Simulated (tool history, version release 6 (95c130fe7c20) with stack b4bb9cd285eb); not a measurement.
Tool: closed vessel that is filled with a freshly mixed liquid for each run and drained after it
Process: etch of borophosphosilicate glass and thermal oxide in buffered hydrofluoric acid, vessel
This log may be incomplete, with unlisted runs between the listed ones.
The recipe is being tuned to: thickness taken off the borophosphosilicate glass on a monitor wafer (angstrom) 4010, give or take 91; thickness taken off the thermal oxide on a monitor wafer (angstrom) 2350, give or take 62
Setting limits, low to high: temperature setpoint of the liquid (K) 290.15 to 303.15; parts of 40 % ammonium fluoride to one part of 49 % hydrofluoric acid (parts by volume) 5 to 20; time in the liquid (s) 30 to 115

| run | day | temperature setpoint of the liquid (K) | parts of 40 % ammonium fluoride to one part of 49 % hydrofluoric acid (parts by volume) | time in the liquid (s) | thickness taken off the borophosphosilicate glass on a monitor wafer (angstrom) | thickness taken off the thermal oxide on a monitor wafer (angstrom) |
|---|---|---|---|---|---|---|
| 1 | 0 | 295.15 | 12 | 60 | 965.54 | 569.89 |
| 2 | 0.271 | 297.15 | 10 | 65 | 1392 | 816.57 |
| 3 | 0.396 | 298.65 | 8.5 | 70 | 1849.9 | 1086.4 |
| 4 | 0.454 | 299.65 | 7.5 | 75 | 2400.2 | 1380.5 |
| 5 | 0.612 | 298.15 | 7.5 | 75 | 2215.9 | 1297.4 |
| 6 | 0.867 | 298.15 | 7.5 | 90 | 2648.8 | 1583.3 |
| 7 | 1.225 | 302.15 | 5.5 | 90 | 4362.4 | 2559.5 |
| 8 | 1.354 | 301.65 | 5.5 | 90 | 4243.7 | 2470.2 |
| 9 | 1.404 | 301.15 | 5.5 | 90 | 4124.6 | 2413.8 |

Pick the move, out of 4, that brings all results within their allowed miss; only one does.
| A | 1.454 | 301.65 | 5 | 85 | ? | ? |
| B | 1.454 | 299.65 | 5.5 | 95 | ? | ? |
| C | 1.454 | 301.15 | 5 | 85 | ? | ? |
| D | 1.454 | 302.65 | 5.5 | 85 | ? | ? |

| move | thickness taken off the borophosphosilicate glass on a monitor wafer (angstrom) | thickness taken off the thermal oxide on a monitor wafer (angstrom) |
|---|---|---|
| A | 4344.7 | 2581.5 |
| B | 4024.8 | 2393.9 |
| C | 4233.1 | 2514.2 |
| D | 4212.2 | 2510.9 |
A: moves away from the targets compared with the last run
B: every result lands within tolerance
C: moves away from the targets compared with the last run
D: moves away from the targets compared with the last run
B is the move that brings every result within its allowed miss.
